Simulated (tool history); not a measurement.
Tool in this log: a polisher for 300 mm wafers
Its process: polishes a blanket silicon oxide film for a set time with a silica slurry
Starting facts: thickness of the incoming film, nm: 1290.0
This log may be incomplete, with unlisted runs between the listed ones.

| run | hour | flow of slurry (ml/min) | pressure of the wafer on the pad (psi) | speed of the pad under the wafer (cm/s) | abrasive content of the slurry | polishing time (s) | film removed (nm) |
|---|---|---|---|---|---|---|---|
| 1 | 0 | 165 | 4.1 | 126 | 1 | 54 | 232.34 |
| 2 | 6 | 135 | 4.1 | 126 | 1 | 54 | 228.56 |
| 3 | 12.3 | 105 | 4.1 | 126 | 1 | 54 | 222.34 |
| 4 | 14.6 | 110 | 4.4 | 126 | 1 | 54 | 237.55 |
| 5 | 15.4 | 110 | 4.4 | 126 | 0.9 | 54 | 228.79 |
| 6 | 18.3 | 110 | 4.4 | 102 | 0.9 | 54 | 190.76 |
| 7 | 25.6 | 115 | 4.9 | 102 | 0.9 | 54 | 217.92 |
| 8 | 32.4 | 125 | 5.2 | 102 | 0.9 | 54 | 224.87 |
| 9 | 38.2 | 125 | 5.5 | 102 | 0.9 | 54 | 240.04 |

Run 10 is up next; what results do you expect?
| 10 | 45 | 125 | 5.7 | 102 | 0.9 | 54 | ? |

{"run 10": {"film removed (nm)": 251.83}}

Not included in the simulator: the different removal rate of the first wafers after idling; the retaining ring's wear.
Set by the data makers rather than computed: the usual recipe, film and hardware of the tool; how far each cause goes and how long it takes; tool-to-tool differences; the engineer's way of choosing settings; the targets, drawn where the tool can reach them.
